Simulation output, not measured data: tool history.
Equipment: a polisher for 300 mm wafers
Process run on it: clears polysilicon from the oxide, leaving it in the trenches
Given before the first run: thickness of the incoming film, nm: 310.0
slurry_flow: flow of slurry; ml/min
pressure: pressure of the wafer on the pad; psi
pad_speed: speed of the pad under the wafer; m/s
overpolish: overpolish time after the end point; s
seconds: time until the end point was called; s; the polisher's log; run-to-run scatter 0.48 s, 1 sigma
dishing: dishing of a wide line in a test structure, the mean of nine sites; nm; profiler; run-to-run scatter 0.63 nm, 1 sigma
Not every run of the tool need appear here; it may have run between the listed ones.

run 1 day=0.000 | slurry_flow=135 pressure=1.9 pad_speed=0.76 overpolish=18 | seconds=39.481 dishing=40.577
run 2 day=0.171 | slurry_flow=130 pressure=1.8 pad_speed=0.76 overpolish=15 | seconds=41.355 dishing=39.127
run 3 day=0.479 | slurry_flow=130 pressure=1.5 pad_speed=0.76 overpolish=15 | seconds=49.731 dishing=38.042
run 4 day=0.750 | slurry_flow=120 pressure=1.5 pad_speed=0.78 overpolish=13 | seconds=48.989 dishing=37.475
run 5 day=0.967 | slurry_flow=110 pressure=1.5 pad_speed=0.80 overpolish=11 | seconds=47.988 dishing=35.847
run 6 day=1.017 | slurry_flow=90 pressure=1.5 pad_speed=0.80 overpolish=11 | seconds=49.462 dishing=32.858

What will run 7 give?
run 7 day=1.121 | slurry_flow=90 pressure=1.5 pad_speed=0.80 overpolish=10 | seconds=? dishing=?

{"run 7": {"seconds": 49.908, "dishing": 33.015}}

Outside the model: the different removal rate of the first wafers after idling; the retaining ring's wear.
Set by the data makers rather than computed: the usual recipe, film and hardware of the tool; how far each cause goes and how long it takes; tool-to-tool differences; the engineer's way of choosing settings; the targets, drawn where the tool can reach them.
